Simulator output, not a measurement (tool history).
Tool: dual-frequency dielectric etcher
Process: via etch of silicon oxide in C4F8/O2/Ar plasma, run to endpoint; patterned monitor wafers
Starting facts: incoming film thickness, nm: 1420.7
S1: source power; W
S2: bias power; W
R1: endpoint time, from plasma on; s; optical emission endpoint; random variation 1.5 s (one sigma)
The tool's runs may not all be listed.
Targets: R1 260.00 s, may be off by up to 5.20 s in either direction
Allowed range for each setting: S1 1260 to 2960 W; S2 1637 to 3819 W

run,hour,S1,S2,R1
1,0.0,2110,2728,232.72
2,5.9,2470,2728,219.86
3,7.2,2220,2641,232.04
4,13.4,2220,2889,223.48
5,18.0,2070,2889,227.04
6,26.4,1880,2794,240.00
7,35.2,1770,2764,245.58
8,40.1,1690,2743,253.21
9,40.8,1690,2743,252.16
10,42.0,1650,2734,254.34

Consider the 4 candidate settings below. Which is the only one whose results all fall within their allowed miss of target?
A,43.2,1630,2590,?
B,43.2,1780,2806,?
C,43.2,1420,3233,?
D,43.2,1690,2776,?

move,R1
A,259.58
B,242.37
C,246.03
D,248.13
A: every result lands within tolerance
B: its largest miss is bigger than the last run's
C: its largest miss is bigger than the last run's
D: its largest miss is bigger than the last run's
Correct choice: A, which meets every target
